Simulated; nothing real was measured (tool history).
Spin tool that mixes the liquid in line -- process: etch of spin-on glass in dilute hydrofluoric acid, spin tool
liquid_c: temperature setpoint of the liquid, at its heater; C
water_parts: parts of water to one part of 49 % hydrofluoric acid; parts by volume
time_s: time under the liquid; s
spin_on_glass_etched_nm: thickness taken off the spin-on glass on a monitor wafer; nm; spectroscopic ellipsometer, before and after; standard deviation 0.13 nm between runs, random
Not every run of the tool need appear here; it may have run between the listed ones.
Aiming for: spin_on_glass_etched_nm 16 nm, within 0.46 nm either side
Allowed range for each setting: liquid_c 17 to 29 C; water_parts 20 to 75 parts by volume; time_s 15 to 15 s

run,hour,liquid_c,water_parts,time_s,spin_on_glass_etched_nm
1,0,21,45,15,6.9002
2,7.5,23.5,40,15,8.5663
3,8.1,23.5,40,15,8.6131
4,15.4,25,35,15,10.547
5,23.8,26,30,15,13.001
6,31.2,29,30,15,14.491
7,33.2,29,25,15,17.815
# hour 35.6: hydrofluoric acid flow meter replaced
8,35.6,26,25,15,17.047
9,39.8,23.5,25,15,15.252

Of the 4 settings listed for the next run, only one would bring every result within its allowed miss of target. Which one?
A,44,24.5,25,15,?
B,44,21,20,15,?
C,44,20.5,20,15,?
D,44,22.5,25,15,?

move,spin_on_glass_etched_nm
A,16.149
B,17.51
C,17.136
D,14.843
A: all results in spec
B: moves the result that the last run missed by most past its target, out the other side
C: moves the result that the last run missed by most past its target, out the other side
D: further off than the last run
A meets every target.

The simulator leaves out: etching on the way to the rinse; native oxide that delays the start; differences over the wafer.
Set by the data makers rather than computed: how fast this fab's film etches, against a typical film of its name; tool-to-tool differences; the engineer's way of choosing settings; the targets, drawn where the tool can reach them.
